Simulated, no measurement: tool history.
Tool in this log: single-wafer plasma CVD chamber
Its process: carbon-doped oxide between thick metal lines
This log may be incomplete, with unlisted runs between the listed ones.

| run | day | heater temperature setpoint (K) | chamber pressure (Torr) | RF power (kW) | deposition time (s) | mean film thickness on the monitor wafer (Å) |
|---|---|---|---|---|---|---|
| 1 | 0.000 | 633.15 | 6.34 | 0.440 | 88 | 3904.8 |
| 2 | 0.067 | 633.15 | 7.23 | 0.440 | 88 | 3947.5 |
| 3 | 0.242 | 633.15 | 6.45 | 0.440 | 88 | 3871.9 |
| 4 | 0.488 | 627.15 | 6.45 | 0.440 | 88 | 3968.5 |
| 5 | 0.621 | 627.15 | 6.45 | 0.405 | 88 | 3687.7 |
| 6 | 0.658 | 627.15 | 6.40 | 0.400 | 88 | 3665.5 |
| 7 | 0.688 | 627.15 | 6.35 | 0.395 | 88 | 3587.3 |
| 8 | 1.054 | 627.15 | 6.30 | 0.390 | 88 | 3520.9 |
|  | 1.250 | RF generator calibrated |
| 9 | 1.250 | 627.15 | 6.25 | 0.390 | 88 | 3838.1 |

Run 10 is up next; what results do you expect?
| 10 | 1.454 | 627.15 | 6.49 | 0.380 | 87 | ? |

{"run 10": {"mean film thickness on the monitor wafer (Å)": 3686.1}}
